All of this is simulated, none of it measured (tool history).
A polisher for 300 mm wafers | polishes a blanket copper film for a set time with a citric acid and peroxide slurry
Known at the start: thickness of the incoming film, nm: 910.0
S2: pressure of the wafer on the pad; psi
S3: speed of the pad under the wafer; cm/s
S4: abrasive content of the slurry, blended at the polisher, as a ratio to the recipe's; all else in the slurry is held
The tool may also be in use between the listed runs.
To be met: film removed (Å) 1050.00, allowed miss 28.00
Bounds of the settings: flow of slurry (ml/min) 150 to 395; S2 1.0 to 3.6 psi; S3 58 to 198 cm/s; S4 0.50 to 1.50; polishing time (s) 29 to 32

run 1 day=0.000 | flow_of_slurry_(ml/min)=250 S2=2.3 S3=128 S4=1.00 polishing_time_(s)=32 | film_removed_(Å)=747.05
run 2 day=0.079 | flow_of_slurry_(ml/min)=255 S2=2.5 S3=128 S4=1.00 polishing_time_(s)=32 | film_removed_(Å)=800.88
run 3 day=0.233 | flow_of_slurry_(ml/min)=255 S2=2.5 S3=128 S4=1.00 polishing_time_(s)=29 | film_removed_(Å)=727.65
run 4 day=0.542 | flow_of_slurry_(ml/min)=255 S2=2.5 S3=128 S4=1.05 polishing_time_(s)=29 | film_removed_(Å)=721.74
run 5 day=0.629 | flow_of_slurry_(ml/min)=255 S2=2.5 S3=128 S4=0.85 polishing_time_(s)=29 | film_removed_(Å)=710.90
run 6 day=0.767 | flow_of_slurry_(ml/min)=255 S2=2.5 S3=128 S4=0.85 polishing_time_(s)=32 | film_removed_(Å)=784.08
run 7 day=0.862 | flow_of_slurry_(ml/min)=255 S2=2.8 S3=128 S4=0.85 polishing_time_(s)=32 | film_removed_(Å)=884.86
run 8 day=1.154 | flow_of_slurry_(ml/min)=255 S2=2.9 S3=128 S4=0.85 polishing_time_(s)=32 | film_removed_(Å)=909.52
run 9 day=1.412 | flow_of_slurry_(ml/min)=255 S2=3.0 S3=128 S4=0.85 polishing_time_(s)=32 | film_removed_(Å)=914.54

5 next moves are on the table. One of them brings every result within its allowed miss. Which?
run A day=1.671 | flow_of_slurry_(ml/min)=255 S2=3.1 S3=110 S4=0.90 polishing_time_(s)=29 | film_removed_(Å)=?
run B day=1.671 | flow_of_slurry_(ml/min)=250 S2=3.3 S3=128 S4=0.55 polishing_time_(s)=32 | film_removed_(Å)=?
run C day=1.671 | flow_of_slurry_(ml/min)=255 S2=3.3 S3=142 S4=0.85 polishing_time_(s)=32 | film_removed_(Å)=?
run D day=1.671 | flow_of_slurry_(ml/min)=260 S2=3.0 S3=136 S4=0.80 polishing_time_(s)=32 | film_removed_(Å)=?
run E day=1.671 | flow_of_slurry_(ml/min)=265 S2=3.2 S3=134 S4=1.00 polishing_time_(s)=32 | film_removed_(Å)=?

move=A film_removed_(Å)=759.57
move=B film_removed_(Å)=970.56
move=C film_removed_(Å)=1133.00
move=D film_removed_(Å)=985.35
move=E film_removed_(Å)=1066.20
A: further off than the last run
B: nearer than the last run, and not there yet
C: takes the result that was furthest off past its target
D: nearer than the last run, and not there yet
E: meets every target
The right move is E.
